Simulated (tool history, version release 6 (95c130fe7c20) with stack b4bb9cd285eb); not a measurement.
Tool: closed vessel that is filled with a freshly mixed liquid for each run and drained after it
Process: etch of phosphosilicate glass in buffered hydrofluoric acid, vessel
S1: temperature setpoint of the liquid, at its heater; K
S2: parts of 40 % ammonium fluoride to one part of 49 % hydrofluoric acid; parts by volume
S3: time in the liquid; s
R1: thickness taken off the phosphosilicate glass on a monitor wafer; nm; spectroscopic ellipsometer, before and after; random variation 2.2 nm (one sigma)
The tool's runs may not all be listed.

Run 1, hour 0.0: S1 294.15 K, S2 14.5 parts by volume, S3 95 s. Result: R1 284.53 nm.
Run 2, hour 6.1: S1 294.15 K, S2 12.0 parts by volume, S3 95 s. Result: R1 342.06 nm.
Run 3, hour 14.7: S1 293.65 K, S2 12.5 parts by volume, S3 95 s. Result: R1 321.66 nm.
Run 4, hour 23.4: S1 293.65 K, S2 12.5 parts by volume, S3 100 s. Result: R1 344.67 nm.
Run 5, hour 32.3: S1 293.65 K, S2 12.5 parts by volume, S3 100 s. Result: R1 337.11 nm.
Run 6, hour 39.6: S1 293.65 K, S2 14.5 parts by volume, S3 100 s. Result: R1 295.15 nm.
Run 7, hour 47.7: S1 293.15 K, S2 14.5 parts by volume, S3 100 s. Result: R1 287.11 nm.
Run 8, hour 54.7: S1 292.65 K, S2 14.5 parts by volume, S3 100 s. Result: R1 275.08 nm.
At hour 60.3: hydrofluoric acid flow meter replaced.
Run 9, hour 60.3: S1 292.15 K, S2 14.5 parts by volume, S3 100 s. Result: R1 295.00 nm.
Run 10, hour 66.6: S1 292.15 K, S2 15.0 parts by volume, S3 100 s. Result: R1 288.98 nm.
Run 11, hour 75.4: S1 292.15 K, S2 15.5 parts by volume, S3 100 s. Result: R1 277.37 nm.
Run 12, hour 80.2: S1 292.15 K, S2 16.0 parts by volume, S3 100 s. Result: R1 268.20 nm.
Run 13, hour 83.8: S1 291.65 K, S2 16.5 parts by volume, S3 100 s. Result: R1 256.53 nm.

Run 14 comes next. What will it give?
Run 14, hour 86.3: S1 291.65 K, S2 17.0 parts by volume, S3 100 s. Result: R1 ?.

Run 14 gave R1 246.72 nm.
